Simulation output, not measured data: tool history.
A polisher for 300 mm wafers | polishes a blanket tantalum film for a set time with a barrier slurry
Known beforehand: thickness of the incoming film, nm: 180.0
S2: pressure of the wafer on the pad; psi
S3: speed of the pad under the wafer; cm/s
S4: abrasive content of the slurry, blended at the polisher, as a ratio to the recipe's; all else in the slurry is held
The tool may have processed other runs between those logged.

Run 1, day 0.000: flow of slurry (ml/min) 205, S2 2.0 psi, S3 106 cm/s, S4 1.0, polishing time (s) 25. Result: film removed (Å) 383.53.
Run 2, day 0.025: flow of slurry (ml/min) 230, S2 2.0 psi, S3 106 cm/s, S4 1.0, polishing time (s) 25. Result: film removed (Å) 389.92.
Run 3, day 0.079: flow of slurry (ml/min) 235, S2 2.0 psi, S3 106 cm/s, S4 1.0, polishing time (s) 25. Result: film removed (Å) 393.30.
Run 4, day 0.446: flow of slurry (ml/min) 240, S2 2.0 psi, S3 106 cm/s, S4 1.0, polishing time (s) 25. Result: film removed (Å) 392.78.
Run 5, day 0.754: flow of slurry (ml/min) 240, S2 2.0 psi, S3 90 cm/s, S4 1.0, polishing time (s) 25. Result: film removed (Å) 338.38.
Run 6, day 0.962: flow of slurry (ml/min) 240, S2 2.0 psi, S3 90 cm/s, S4 1.0, polishing time (s) 25. Result: film removed (Å) 337.77.
Run 7, day 1.229: flow of slurry (ml/min) 245, S2 2.0 psi, S3 90 cm/s, S4 1.0, polishing time (s) 25. Result: film removed (Å) 339.42.
Run 8, day 1.567: flow of slurry (ml/min) 250, S2 2.0 psi, S3 90 cm/s, S4 1.0, polishing time (s) 25. Result: film removed (Å) 344.39.
Run 9, day 1.917: flow of slurry (ml/min) 255, S2 2.0 psi, S3 90 cm/s, S4 1.0, polishing time (s) 25. Result: film removed (Å) 340.36.

What does the tool deliver on the next run?
Run 10, day 2.221: flow of slurry (ml/min) 260, S2 2.2 psi, S3 90 cm/s, S4 1.0, polishing time (s) 25. Result: film removed (Å) ?.

Run 10 yielded film removed (Å) 375.66.
